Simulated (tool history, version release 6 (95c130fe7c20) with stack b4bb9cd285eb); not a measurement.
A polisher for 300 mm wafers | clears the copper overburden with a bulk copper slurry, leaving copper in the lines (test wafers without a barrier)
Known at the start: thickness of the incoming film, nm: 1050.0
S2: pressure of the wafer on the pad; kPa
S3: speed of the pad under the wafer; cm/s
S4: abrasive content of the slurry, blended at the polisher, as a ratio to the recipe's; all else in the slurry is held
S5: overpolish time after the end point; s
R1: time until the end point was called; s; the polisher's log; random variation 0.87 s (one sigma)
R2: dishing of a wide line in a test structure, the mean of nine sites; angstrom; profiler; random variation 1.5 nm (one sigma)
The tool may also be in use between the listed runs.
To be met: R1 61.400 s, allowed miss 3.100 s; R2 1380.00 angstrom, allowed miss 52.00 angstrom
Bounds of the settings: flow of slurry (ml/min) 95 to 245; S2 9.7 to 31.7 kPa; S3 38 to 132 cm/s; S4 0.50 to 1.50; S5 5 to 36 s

Run 1, day 0.000: flow of slurry (ml/min) 155, S2 20.7 kPa, S3 84 cm/s, S4 1.00, S5 18 s. Result: R1 133.000 s, R2 792.17 angstrom.
Run 2, day 0.329: flow of slurry (ml/min) 155, S2 20.7 kPa, S3 84 cm/s, S4 1.10, S5 18 s. Result: R1 129.280 s, R2 807.01 angstrom.
Run 3, day 0.633: flow of slurry (ml/min) 155, S2 20.7 kPa, S3 76 cm/s, S4 1.10, S5 18 s. Result: R1 142.050 s, R2 739.88 angstrom.
Run 4, day 1.004: flow of slurry (ml/min) 155, S2 20.7 kPa, S3 76 cm/s, S4 0.95, S5 18 s. Result: R1 146.670 s, R2 746.45 angstrom.
Run 5, day 1.188: flow of slurry (ml/min) 155, S2 20.7 kPa, S3 76 cm/s, S4 0.95, S5 10 s. Result: R1 147.920 s, R2 488.93 angstrom.
Run 6, day 1.396: flow of slurry (ml/min) 155, S2 23.4 kPa, S3 76 cm/s, S4 0.95, S5 10 s. Result: R1 130.350 s, R2 520.46 angstrom.
Run 7, day 1.650: flow of slurry (ml/min) 150, S2 24.1 kPa, S3 92 cm/s, S4 0.95, S5 13 s. Result: R1 104.900 s, R2 738.66 angstrom.
Run 8, day 1.779: flow of slurry (ml/min) 140, S2 26.2 kPa, S3 100 cm/s, S4 0.95, S5 14 s. Result: R1 90.176 s, R2 850.79 angstrom.
Run 9, day 1.958: flow of slurry (ml/min) 140, S2 27.6 kPa, S3 104 cm/s, S4 0.95, S5 15 s. Result: R1 83.896 s, R2 938.45 angstrom.
Run 10, day 2.300: flow of slurry (ml/min) 140, S2 29.0 kPa, S3 108 cm/s, S4 0.95, S5 16 s. Result: R1 76.770 s, R2 1035.80 angstrom.
Run 11, day 2.329: flow of slurry (ml/min) 140, S2 29.6 kPa, S3 112 cm/s, S4 0.95, S5 17 s. Result: R1 74.021 s, R2 1074.20 angstrom.
Run 12, day 2.696: flow of slurry (ml/min) 140, S2 29.6 kPa, S3 118 cm/s, S4 0.95, S5 18 s. Result: R1 72.508 s, R2 1129.50 angstrom.
At day 3.062: head pressure recalibrated.
Run 13, day 3.062: flow of slurry (ml/min) 140, S2 30.3 kPa, S3 122 cm/s, S4 1.00, S5 19 s. Result: R1 62.615 s, R2 1237.20 angstrom.
Run 14, day 3.204: flow of slurry (ml/min) 140, S2 31.0 kPa, S3 122 cm/s, S4 1.00, S5 20 s. Result: R1 61.835 s, R2 1264.50 angstrom.
Run 15, day 3.283: flow of slurry (ml/min) 140, S2 31.0 kPa, S3 122 cm/s, S4 1.00, S5 21 s. Result: R1 61.146 s, R2 1279.40 angstrom.
Run 16, day 3.550: flow of slurry (ml/min) 140, S2 31.0 kPa, S3 122 cm/s, S4 1.00, S5 22 s. Result: R1 59.828 s, R2 1279.70 angstrom.

4 next moves are on the table. One of them brings every result within its allowed miss. Which?
Run A, day 3.817: flow of slurry (ml/min) 175, S2 28.3 kPa, S3 132 cm/s, S4 0.85, S5 28 s. Result: R1 ?, R2 ?.
Run B, day 3.817: flow of slurry (ml/min) 205, S2 31.7 kPa, S3 104 cm/s, S4 1.25, S5 17 s. Result: R1 ?, R2 ?.
Run C, day 3.817: flow of slurry (ml/min) 160, S2 31.0 kPa, S3 132 cm/s, S4 0.95, S5 24 s. Result: R1 ?, R2 ?.
Run D, day 3.817: flow of slurry (ml/min) 95, S2 28.3 kPa, S3 120 cm/s, S4 1.15, S5 33 s. Result: R1 ?, R2 ?.

move      R1       R2
   A  61.906  1355.20
   B  63.902  1168.70
   C  56.372  1358.60
   D  70.893  1362.80
A: meets every target
B: further off than the last run
C: brings the result that was furthest off to its target, and leaves another outside
D: brings the result that was furthest off to its target, and leaves another outside
Move A is the one to make.

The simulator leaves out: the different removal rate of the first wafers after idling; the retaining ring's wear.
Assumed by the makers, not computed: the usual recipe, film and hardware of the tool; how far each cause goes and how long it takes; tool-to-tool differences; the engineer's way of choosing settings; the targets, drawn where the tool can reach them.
